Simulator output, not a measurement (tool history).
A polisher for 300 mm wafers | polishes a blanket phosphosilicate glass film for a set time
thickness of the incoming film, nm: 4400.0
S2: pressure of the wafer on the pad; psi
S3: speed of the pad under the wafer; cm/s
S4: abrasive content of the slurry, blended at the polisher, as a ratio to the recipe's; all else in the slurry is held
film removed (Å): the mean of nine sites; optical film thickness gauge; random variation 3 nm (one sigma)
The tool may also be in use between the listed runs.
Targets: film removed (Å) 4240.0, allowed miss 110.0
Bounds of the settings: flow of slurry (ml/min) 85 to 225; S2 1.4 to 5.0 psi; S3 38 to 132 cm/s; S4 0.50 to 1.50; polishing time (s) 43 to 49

run 1 day=0.000 | flow_of_slurry_(ml/min)=145 S2=3.2 S3=84 S4=1.00 polishing_time_(s)=49 | film_removed_(Å)=3024.3
run 2 day=0.192 | flow_of_slurry_(ml/min)=145 S2=2.8 S3=84 S4=1.00 polishing_time_(s)=49 | film_removed_(Å)=2610.6
run 3 day=0.242 | flow_of_slurry_(ml/min)=155 S2=3.2 S3=84 S4=1.00 polishing_time_(s)=49 | film_removed_(Å)=3108.5
run 4 day=0.371 | flow_of_slurry_(ml/min)=170 S2=3.4 S3=84 S4=1.00 polishing_time_(s)=49 | film_removed_(Å)=3322.8
run 5 day=0.546 | flow_of_slurry_(ml/min)=170 S2=3.0 S3=84 S4=1.00 polishing_time_(s)=49 | film_removed_(Å)=2916.2
run 6 day=0.679 | flow_of_slurry_(ml/min)=180 S2=3.3 S3=84 S4=1.00 polishing_time_(s)=49 | film_removed_(Å)=3261.8
run 7 day=0.800 | flow_of_slurry_(ml/min)=185 S2=3.5 S3=84 S4=1.00 polishing_time_(s)=49 | film_removed_(Å)=3480.7
run 8 day=0.942 | flow_of_slurry_(ml/min)=190 S2=3.7 S3=84 S4=1.00 polishing_time_(s)=49 | film_removed_(Å)=3724.8
run 9 day=1.250 | flow_of_slurry_(ml/min)=195 S2=3.8 S3=84 S4=1.00 polishing_time_(s)=49 | film_removed_(Å)=3782.3
run 10 day=1.542 | flow_of_slurry_(ml/min)=195 S2=3.9 S3=84 S4=1.00 polishing_time_(s)=49 | film_removed_(Å)=3950.4
run 11 day=1.888 | flow_of_slurry_(ml/min)=200 S2=4.0 S3=84 S4=1.00 polishing_time_(s)=49 | film_removed_(Å)=3989.9
run 12 day=2.196 | flow_of_slurry_(ml/min)=200 S2=4.0 S3=84 S4=1.00 polishing_time_(s)=49 | film_removed_(Å)=3997.9
run 13 day=2.225 | flow_of_slurry_(ml/min)=200 S2=4.1 S3=84 S4=1.00 polishing_time_(s)=49 | film_removed_(Å)=4124.9

Which of these 4 next moves meets every target?
run A day=2.254 | flow_of_slurry_(ml/min)=225 S2=3.9 S3=90 S4=0.90 polishing_time_(s)=48 | film_removed_(Å)=?
run B day=2.254 | flow_of_slurry_(ml/min)=200 S2=4.2 S3=86 S4=1.05 polishing_time_(s)=47 | film_removed_(Å)=?
run C day=2.254 | flow_of_slurry_(ml/min)=195 S2=3.8 S3=78 S4=1.20 polishing_time_(s)=49 | film_removed_(Å)=?
run D day=2.254 | flow_of_slurry_(ml/min)=195 S2=3.7 S3=94 S4=1.15 polishing_time_(s)=46 | film_removed_(Å)=?

move=A film_removed_(Å)=3957.9
move=B film_removed_(Å)=4197.1
move=C film_removed_(Å)=3859.1
move=D film_removed_(Å)=4007.1
A: further off than the last run
B: meets every target
C: further off than the last run
D: further off than the last run
Answer: B
